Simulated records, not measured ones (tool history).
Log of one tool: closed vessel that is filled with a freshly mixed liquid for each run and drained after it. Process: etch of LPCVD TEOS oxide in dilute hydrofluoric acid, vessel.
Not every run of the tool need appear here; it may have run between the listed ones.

run,hour,temperature setpoint of the liquid (K),parts of water to one part of 49 % hydrofluoric acid (parts by volume),time in the liquid (s),thickness taken off the LPCVD TEOS oxide on a monitor wafer (nm)
1,0.0,296.15,170,30,3.6547
2,0.8,296.15,170,30,3.6906
3,6.2,297.15,160,30,4.0886
4,8.2,297.15,130,30,5.1845
5,12.0,297.15,150,30,4.4109
6,20.6,297.15,150,30,4.4244
7,28.1,301.15,85,30,9.8269

Forecast run 8:
8,32.2,298.15,85,30,?

Run 8 yielded thickness taken off the LPCVD TEOS oxide on a monitor wafer (nm) 8.7131.
